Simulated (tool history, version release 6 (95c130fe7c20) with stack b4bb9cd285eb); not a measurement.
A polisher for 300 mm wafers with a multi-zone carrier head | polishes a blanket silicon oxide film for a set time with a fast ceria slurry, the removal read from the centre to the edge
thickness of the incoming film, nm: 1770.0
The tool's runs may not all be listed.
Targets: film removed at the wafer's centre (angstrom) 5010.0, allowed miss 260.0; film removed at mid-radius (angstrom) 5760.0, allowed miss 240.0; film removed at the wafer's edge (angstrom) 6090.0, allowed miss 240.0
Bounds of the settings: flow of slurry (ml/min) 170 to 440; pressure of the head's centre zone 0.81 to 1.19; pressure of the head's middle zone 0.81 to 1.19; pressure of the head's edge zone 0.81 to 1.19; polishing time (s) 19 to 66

run	hour	flow of slurry (ml/min)	pressure of the head's centre zone	pressure of the head's middle zone	pressure of the head's edge zone	polishing time (s)	film removed at the wafer's centre (angstrom)	film removed at mid-radius (angstrom)	film removed at the wafer's edge (angstrom)
1	0.0	280	1.00	1.00	1.00	42	6726.0	6976.9	6945.3
2	1.4	280	1.00	1.00	1.06	42	6669.6	6831.2	7127.0
3	10.3	280	0.98	0.99	1.05	41	6439.1	6748.5	6888.7
4	18.3	310	0.98	0.99	1.05	41	6668.9	6898.1	6837.5
5	26.5	300	0.96	0.98	1.05	40	6273.4	6462.2	6788.0
6	28.2	295	0.95	0.98	1.04	39	5826.3	6447.6	6591.9
7	30.7	290	0.95	0.97	1.04	39	5915.4	6314.7	6697.1
8	33.7	290	0.95	0.97	1.04	39	5906.0	6246.5	6544.7
9	39.0	285	0.94	0.97	1.03	39	5918.1	6191.7	6594.0
10	46.7	285	0.93	0.97	1.03	39	5778.8	6384.6	6669.3
11	54.5	285	0.93	0.97	1.03	38	5591.3	6172.7	6382.7

4 next moves are on the table. One of them brings every result within its allowed miss. Which?
A	62.3	280	0.86	1.04	1.03	37	?	?	?
B	62.3	295	0.86	1.15	1.07	33	?	?	?
C	62.3	240	0.82	1.14	1.01	35	?	?	?
D	62.3	205	0.91	0.99	1.07	37	?	?	?

move	film removed at the wafer's centre (angstrom)	film removed at mid-radius (angstrom)	film removed at the wafer's edge (angstrom)
A	5188.3	6247.9	6134.4
B	4660.7	6107.9	5583.4
C	4581.9	6272.2	5661.4
D	5234.0	5738.1	6048.0
A: brings the result that was furthest off to its target, and leaves another outside
B: takes the result that was furthest off past its target
C: takes the result that was furthest off past its target
D: meets every target
The right move is D.
